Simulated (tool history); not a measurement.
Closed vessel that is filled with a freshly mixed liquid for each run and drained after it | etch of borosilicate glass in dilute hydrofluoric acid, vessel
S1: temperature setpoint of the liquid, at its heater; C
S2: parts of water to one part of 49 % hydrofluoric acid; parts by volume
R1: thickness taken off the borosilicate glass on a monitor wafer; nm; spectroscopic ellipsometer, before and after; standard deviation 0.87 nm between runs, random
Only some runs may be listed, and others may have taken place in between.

run 1 hour=0 | S1=21 S2=260 time_in_the_liquid_(s)=595 | R1=77.653
run 2 hour=3.2 | S1=21 S2=215 time_in_the_liquid_(s)=595 | R1=96.568
run 3 hour=5.4 | S1=22 S2=210 time_in_the_liquid_(s)=595 | R1=104.2
run 4 hour=12.8 | S1=19.5 S2=210 time_in_the_liquid_(s)=595 | R1=95.451
-- hour=15.5 thermometer replaced
run 5 hour=15.5 | S1=17.5 S2=210 time_in_the_liquid_(s)=595 | R1=84.066
run 6 hour=21.8 | S1=19 S2=210 time_in_the_liquid_(s)=595 | R1=88.639
run 7 hour=27.7 | S1=20 S2=210 time_in_the_liquid_(s)=595 | R1=92.144

Run 8 is up next; what results do you expect?
run 8 hour=35.4 | S1=20 S2=210 time_in_the_liquid_(s)=595 | R1=?

Run 8 gave R1 92.79 nm.
